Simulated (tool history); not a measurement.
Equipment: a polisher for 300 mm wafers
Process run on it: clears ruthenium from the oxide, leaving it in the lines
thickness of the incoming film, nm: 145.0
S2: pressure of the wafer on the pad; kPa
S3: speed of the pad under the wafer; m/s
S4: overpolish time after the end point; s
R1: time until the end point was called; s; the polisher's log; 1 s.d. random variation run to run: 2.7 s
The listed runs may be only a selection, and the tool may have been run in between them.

{"run": 1, "hour": 0.0, "flow of slurry (ml/min)": 210, "S2": 14.5, "S3": 1.1, "S4": 27, "R1": 130.42}
{"run": 2, "hour": 5.6, "flow of slurry (ml/min)": 210, "S2": 13.1, "S3": 1.06, "S4": 27, "R1": 149.4}
{"run": 3, "hour": 10.3, "flow of slurry (ml/min)": 210, "S2": 13.1, "S3": 1.24, "S4": 27, "R1": 127.06}
{"run": 4, "hour": 15.7, "flow of slurry (ml/min)": 210, "S2": 12.4, "S3": 1.18, "S4": 27, "R1": 140.89}
{"run": 5, "hour": 16.6, "flow of slurry (ml/min)": 210, "S2": 11.7, "S3": 1.14, "S4": 27, "R1": 150.4}
{"hour": 17.4, "done": "worn pad replaced by a new one"}
{"run": 6, "hour": 17.4, "flow of slurry (ml/min)": 240, "S2": 11.7, "S3": 1.14, "S4": 27, "R1": 133.55}
{"run": 7, "hour": 24.0, "flow of slurry (ml/min)": 225, "S2": 11, "S3": 1.14, "S4": 27, "R1": 141.12}
{"run": 8, "hour": 31.4, "flow of slurry (ml/min)": 210, "S2": 10.3, "S3": 1.1, "S4": 27, "R1": 154.58}
{"run": 9, "hour": 34.0, "flow of slurry (ml/min)": 200, "S2": 9.7, "S3": 1.04, "S4": 27, "R1": 178.65}
{"run": 10, "hour": 38.5, "flow of slurry (ml/min)": 190, "S2": 9, "S3": 1.02, "S4": 27, "R1": 191.26}
{"run": 11, "hour": 43.1, "flow of slurry (ml/min)": 180, "S2": 9, "S3": 1, "S4": 27, "R1": 193.69}

For run 12, what comes out?
{"run": 12, "hour": 45.0, "flow of slurry (ml/min)": 175, "S2": 9, "S3": 0.98, "S4": 27, "R1": "?"}

{"run 12": {"R1": 205.08}}
